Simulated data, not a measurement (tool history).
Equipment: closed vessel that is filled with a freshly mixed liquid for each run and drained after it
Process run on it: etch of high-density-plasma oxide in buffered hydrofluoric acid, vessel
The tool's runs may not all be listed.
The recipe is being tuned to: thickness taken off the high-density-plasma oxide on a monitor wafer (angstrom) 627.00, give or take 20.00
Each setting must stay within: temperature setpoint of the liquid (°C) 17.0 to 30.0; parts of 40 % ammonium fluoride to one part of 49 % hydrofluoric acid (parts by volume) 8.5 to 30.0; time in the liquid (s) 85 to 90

run	hour	temperature setpoint of the liquid (°C)	parts of 40 % ammonium fluoride to one part of 49 % hydrofluoric acid (parts by volume)	time in the liquid (s)	thickness taken off the high-density-plasma oxide on a monitor wafer (angstrom)
1	0.0	22.0	23.0	85	510.15
2	7.7	22.0	28.0	85	452.94
3	14.1	22.0	28.0	85	445.96
4	16.0	22.0	30.0	85	425.95
5	21.7	22.0	30.0	85	430.34
6	26.6	25.5	30.0	85	528.35
7	28.1	26.0	30.0	85	536.40
8	30.2	26.0	30.0	85	539.81
9	35.9	26.5	30.0	85	559.70
10	41.7	27.0	30.0	85	564.73
11	42.8	27.5	30.0	85	591.29
12	46.9	28.0	30.0	85	590.94

Which single option among these 5 for the next run brings every result within its allowed miss of target? Just one does.
A	51.0	25.0	29.5	85	?
B	51.0	27.5	30.0	85	?
C	51.0	26.0	30.0	90	?
D	51.0	28.0	30.0	90	?
E	51.0	30.0	29.5	85	?

move	thickness taken off the high-density-plasma oxide on a monitor wafer (angstrom)
A	515.02
B	583.21
C	569.30
D	634.38
E	674.52
A: moves away from the targets compared with the last run
B: moves away from the targets compared with the last run
C: moves away from the targets compared with the last run
D: hits every target within its allowed miss
E: carries the result that was furthest off beyond its target, to the other side
Move D is the one to make.
